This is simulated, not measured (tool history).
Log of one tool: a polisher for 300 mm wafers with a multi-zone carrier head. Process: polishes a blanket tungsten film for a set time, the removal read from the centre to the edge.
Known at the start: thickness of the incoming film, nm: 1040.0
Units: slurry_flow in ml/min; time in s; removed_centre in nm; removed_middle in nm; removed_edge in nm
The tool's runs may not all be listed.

run  hour  slurry_flow  centre_zone  middle_zone  edge_zone  slurry_solids  time  removed_centre  removed_middle  removed_edge
  1   0.0          260         1.00         1.00       1.00           1.00    49          352.46          340.18        335.87
  2   3.6          260         1.00         1.00       1.00           0.85    49          330.30          325.83        330.95
  3  12.4          265         1.02         1.01       1.03           0.90    49          341.18          331.98        337.43
  4  14.6          270         1.04         1.02       1.05           0.95    49          357.04          342.63        344.90
  5  23.3          275         1.06         1.03       1.07           1.00    49          366.50          355.21        348.62
  6  24.0          280         1.07         1.02       1.09           1.05    49          378.10          352.91        360.80

The next listed run, before its measurement:
  7  31.9          285         1.09         1.03       1.10           1.05    49               ?               ?             ?

removed_centre: 381.82 nm
removed_middle: 359.31 nm
removed_edge: 359.83 nm

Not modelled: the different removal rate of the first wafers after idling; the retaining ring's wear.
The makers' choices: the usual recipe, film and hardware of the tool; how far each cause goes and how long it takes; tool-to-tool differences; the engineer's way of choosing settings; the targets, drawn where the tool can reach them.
